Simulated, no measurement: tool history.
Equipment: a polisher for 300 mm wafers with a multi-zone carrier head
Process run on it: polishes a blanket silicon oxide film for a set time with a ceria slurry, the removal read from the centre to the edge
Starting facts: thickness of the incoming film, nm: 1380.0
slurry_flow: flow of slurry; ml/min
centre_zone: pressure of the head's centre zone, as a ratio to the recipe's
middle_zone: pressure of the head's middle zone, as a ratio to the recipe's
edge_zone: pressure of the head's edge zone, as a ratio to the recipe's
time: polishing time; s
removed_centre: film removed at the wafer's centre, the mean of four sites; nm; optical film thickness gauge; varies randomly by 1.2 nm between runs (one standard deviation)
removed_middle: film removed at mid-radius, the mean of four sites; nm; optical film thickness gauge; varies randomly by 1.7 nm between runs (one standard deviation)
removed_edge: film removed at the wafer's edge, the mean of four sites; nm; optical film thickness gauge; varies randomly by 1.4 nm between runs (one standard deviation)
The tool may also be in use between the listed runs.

{"run": 1, "hour": 0.0, "slurry_flow": 285, "centre_zone": 1, "middle_zone": 1, "edge_zone": 1, "time": 69, "removed_centre": 220.32, "removed_middle": 229.34, "removed_edge": 221.54}
{"run": 2, "hour": 8.5, "slurry_flow": 285, "centre_zone": 1, "middle_zone": 1, "edge_zone": 1, "time": 75, "removed_centre": 243.71, "removed_middle": 246.26, "removed_edge": 245.58}
{"run": 3, "hour": 11.7, "slurry_flow": 325, "centre_zone": 1, "middle_zone": 1, "edge_zone": 1, "time": 75, "removed_centre": 242, "removed_middle": 254.37, "removed_edge": 252.95}
{"run": 4, "hour": 15.4, "slurry_flow": 325, "centre_zone": 0.96, "middle_zone": 1, "edge_zone": 1, "time": 75, "removed_centre": 235.83, "removed_middle": 256.03, "removed_edge": 243.85}
{"run": 5, "hour": 24.1, "slurry_flow": 315, "centre_zone": 0.95, "middle_zone": 0.98, "edge_zone": 0.99, "time": 70, "removed_centre": 216.08, "removed_middle": 234.32, "removed_edge": 228.26}
{"run": 6, "hour": 31.3, "slurry_flow": 315, "centre_zone": 0.95, "middle_zone": 0.98, "edge_zone": 0.99, "time": 58, "removed_centre": 179.76, "removed_middle": 191.08, "removed_edge": 188.6}
{"run": 7, "hour": 40.1, "slurry_flow": 305, "centre_zone": 0.95, "middle_zone": 0.98, "edge_zone": 0.97, "time": 55, "removed_centre": 168.13, "removed_middle": 184.51, "removed_edge": 173.26}
{"run": 8, "hour": 45.2, "slurry_flow": 300, "centre_zone": 0.95, "middle_zone": 0.96, "edge_zone": 0.95, "time": 53, "removed_centre": 164.1, "removed_middle": 168.71, "removed_edge": 168.04}
{"run": 9, "hour": 47.8, "slurry_flow": 305, "centre_zone": 0.97, "middle_zone": 1.05, "edge_zone": 0.85, "time": 34, "removed_centre": 106.17, "removed_middle": 117.35, "removed_edge": 101.95}
{"run": 10, "hour": 48.6, "slurry_flow": 305, "centre_zone": 0.98, "middle_zone": 1.05, "edge_zone": 0.86, "time": 34, "removed_centre": 106.92, "removed_middle": 118.21, "removed_edge": 104.62}
{"run": 11, "hour": 49.9, "slurry_flow": 310, "centre_zone": 0.99, "middle_zone": 1.05, "edge_zone": 0.87, "time": 34, "removed_centre": 108.25, "removed_middle": 118.23, "removed_edge": 105.81}
{"run": 12, "hour": 51.4, "slurry_flow": 310, "centre_zone": 1, "middle_zone": 1.05, "edge_zone": 0.87, "time": 35, "removed_centre": 112.9, "removed_middle": 124, "removed_edge": 106.67}

Run 13 has not been measured yet. What should we expect?
{"run": 13, "hour": 55.9, "slurry_flow": 310, "centre_zone": 1, "middle_zone": 1.04, "edge_zone": 0.88, "time": 35, "removed_centre": "?", "removed_middle": "?", "removed_edge": "?"}

removed_centre: 115.18 nm
removed_middle: 118.81 nm
removed_edge: 108.64 nm

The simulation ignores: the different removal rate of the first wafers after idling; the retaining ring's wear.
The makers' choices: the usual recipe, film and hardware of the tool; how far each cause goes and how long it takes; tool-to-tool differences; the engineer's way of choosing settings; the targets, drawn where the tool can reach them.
